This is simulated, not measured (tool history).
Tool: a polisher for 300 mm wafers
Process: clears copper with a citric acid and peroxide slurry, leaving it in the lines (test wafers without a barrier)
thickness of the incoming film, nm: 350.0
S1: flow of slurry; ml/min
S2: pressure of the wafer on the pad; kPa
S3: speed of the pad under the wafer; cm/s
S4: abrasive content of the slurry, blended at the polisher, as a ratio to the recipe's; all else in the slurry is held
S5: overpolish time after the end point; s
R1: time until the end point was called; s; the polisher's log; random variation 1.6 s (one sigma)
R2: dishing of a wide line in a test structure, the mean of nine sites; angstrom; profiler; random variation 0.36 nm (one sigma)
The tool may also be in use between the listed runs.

{"run": 1, "day": 0.0, "S1": 265, "S2": 27.6, "S3": 134, "S4": 1.0, "S5": 16, "R1": 77.907, "R2": 517.75}
{"run": 2, "day": 0.358, "S1": 265, "S2": 24.8, "S3": 134, "S4": 1.0, "S5": 14, "R1": 86.84, "R2": 427.23}
{"run": 3, "day": 0.462, "S1": 265, "S2": 24.8, "S3": 134, "S4": 1.0, "S5": 11, "R1": 89.089, "R2": 342.16}
{"run": 4, "day": 0.754, "S1": 265, "S2": 21.4, "S3": 134, "S4": 1.0, "S5": 11, "R1": 102.04, "R2": 293.25}
{"run": 5, "day": 1.046, "S1": 265, "S2": 24.1, "S3": 134, "S4": 1.0, "S5": 11, "R1": 90.66, "R2": 310.49}
{"run": 6, "day": 1.162, "S1": 265, "S2": 24.1, "S3": 104, "S4": 1.0, "S5": 11, "R1": 113.4, "R2": 253.42}
{"run": 7, "day": 1.479, "S1": 265, "S2": 24.1, "S3": 104, "S4": 1.0, "S5": 10, "R1": 114.98, "R2": 243.75}

Run 8 comes next. What will it give?
{"run": 8, "day": 1.738, "S1": 265, "S2": 22.1, "S3": 110, "S4": 1.0, "S5": 5, "R1": "?", "R2": "?"}

R1: 118.010 s
R2: 123.29 angstrom
